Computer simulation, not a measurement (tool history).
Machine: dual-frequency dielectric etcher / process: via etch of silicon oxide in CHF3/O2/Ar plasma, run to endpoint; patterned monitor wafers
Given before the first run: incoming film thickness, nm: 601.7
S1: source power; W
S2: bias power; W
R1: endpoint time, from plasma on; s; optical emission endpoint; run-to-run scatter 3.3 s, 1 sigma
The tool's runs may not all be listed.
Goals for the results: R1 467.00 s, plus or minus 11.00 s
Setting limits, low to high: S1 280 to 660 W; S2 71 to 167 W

run,hour,S1,S2,R1
1,0.0,470,119,368.03
2,7.9,440,115,379.40
3,15.2,420,110,396.29
4,23.7,400,108,404.77
5,27.4,380,106,422.44
6,32.6,380,125,411.58
7,34.3,370,124,423.34
8,37.6,360,124,426.26
9,44.0,350,124,430.27
10,48.5,340,124,440.17
11,54.5,330,124,446.25

Exercise: of the 5 proposed moves below, exactly one satisfies all targets within the stated allowed misses. Which move is it?
A,60.5,370,97,?
B,60.5,340,125,?
C,60.5,370,124,?
D,60.5,380,127,?
E,60.5,320,121,?

move,R1
A,437.59
B,440.94
C,418.50
D,409.77
E,462.76
A: moves away from the targets compared with the last run
B: moves away from the targets compared with the last run
C: moves away from the targets compared with the last run
D: moves away from the targets compared with the last run
E: every result within its allowed miss
Move E is the one to make.
